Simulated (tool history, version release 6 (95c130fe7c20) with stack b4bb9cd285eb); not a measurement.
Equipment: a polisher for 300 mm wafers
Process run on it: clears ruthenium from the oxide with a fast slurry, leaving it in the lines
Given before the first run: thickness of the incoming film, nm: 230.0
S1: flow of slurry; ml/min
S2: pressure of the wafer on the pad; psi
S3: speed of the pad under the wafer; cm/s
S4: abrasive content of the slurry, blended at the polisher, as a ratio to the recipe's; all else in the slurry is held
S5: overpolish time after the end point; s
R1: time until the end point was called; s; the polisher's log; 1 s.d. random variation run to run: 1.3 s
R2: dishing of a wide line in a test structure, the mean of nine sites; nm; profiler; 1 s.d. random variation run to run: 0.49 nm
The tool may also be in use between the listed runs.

run 1 hour=0 | S1=250 S2=1.7 S3=84 S4=1 S5=21 | R1=131.46 R2=24.749
run 2 hour=3.6 | S1=250 S2=1.7 S3=84 S4=1 S5=13 | R1=132.34 R2=17.587
run 3 hour=12.5 | S1=250 S2=1.8 S3=84 S4=1 S5=17 | R1=122.02 R2=22.275
run 4 hour=15.8 | S1=250 S2=1.6 S3=84 S4=1 S5=17 | R1=139.38 R2=20.18
run 5 hour=24.5 | S1=295 S2=1.6 S3=84 S4=1 S5=17 | R1=135.41 R2=20.824
run 6 hour=28 | S1=290 S2=1.8 S3=84 S4=1 S5=20 | R1=124.41 R2=25.362
run 7 hour=36.3 | S1=290 S2=1.9 S3=84 S4=1 S5=21 | R1=115.05 R2=26.937

What does the tool deliver on the next run?
run 8 hour=44.8 | S1=290 S2=2.1 S3=88 S4=1 S5=30 | R1=? R2=?

Logged for run 8: R1 101.02 s, R2 35.202 nm.

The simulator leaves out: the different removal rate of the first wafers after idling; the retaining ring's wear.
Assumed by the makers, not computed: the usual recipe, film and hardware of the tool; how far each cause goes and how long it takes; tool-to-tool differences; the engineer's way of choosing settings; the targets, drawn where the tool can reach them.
